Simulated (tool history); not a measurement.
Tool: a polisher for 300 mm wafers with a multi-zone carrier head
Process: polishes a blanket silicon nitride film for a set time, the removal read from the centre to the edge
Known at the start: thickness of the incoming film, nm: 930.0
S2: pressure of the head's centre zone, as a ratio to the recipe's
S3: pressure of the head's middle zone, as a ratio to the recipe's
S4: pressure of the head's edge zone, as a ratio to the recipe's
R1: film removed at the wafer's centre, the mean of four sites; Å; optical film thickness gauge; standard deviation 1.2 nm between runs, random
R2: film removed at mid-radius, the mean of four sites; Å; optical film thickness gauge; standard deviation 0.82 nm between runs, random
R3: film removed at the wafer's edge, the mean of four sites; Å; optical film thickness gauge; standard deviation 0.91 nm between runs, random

run 1 day=0.000 | flow_of_slurry_(ml/min)=185 S2=1.00 S3=1.00 S4=1.00 polishing_time_(s)=46 | R1=722.79 R2=707.64 R3=723.04
run 2 day=0.217 | flow_of_slurry_(ml/min)=190 S2=1.00 S3=1.02 S4=1.02 polishing_time_(s)=47 | R1=748.61 R2=760.22 R3=733.00
run 3 day=0.533 | flow_of_slurry_(ml/min)=190 S2=1.00 S3=0.94 S4=1.02 polishing_time_(s)=47 | R1=743.31 R2=691.40 R3=745.15
run 4 day=0.904 | flow_of_slurry_(ml/min)=190 S2=1.03 S3=0.94 S4=1.02 polishing_time_(s)=47 | R1=750.34 R2=700.75 R3=748.79
run 5 day=1.271 | flow_of_slurry_(ml/min)=190 S2=1.01 S3=0.96 S4=1.04 polishing_time_(s)=48 | R1=779.11 R2=721.60 R3=767.43
run 6 day=1.596 | flow_of_slurry_(ml/min)=190 S2=1.01 S3=0.90 S4=1.04 polishing_time_(s)=48 | R1=759.27 R2=699.85 R3=770.16
run 7 day=1.712 | flow_of_slurry_(ml/min)=195 S2=0.99 S3=0.92 S4=1.05 polishing_time_(s)=49 | R1=776.03 R2=713.28 R3=792.40

Run 8 is up next; what results do you expect?
run 8 day=2.054 | flow_of_slurry_(ml/min)=195 S2=0.99 S3=0.92 S4=1.05 polishing_time_(s)=49 | R1=? R2=? R3=?

Run 8 yielded R1 753.12 Å, R2 724.32 Å, R3 791.31 Å.
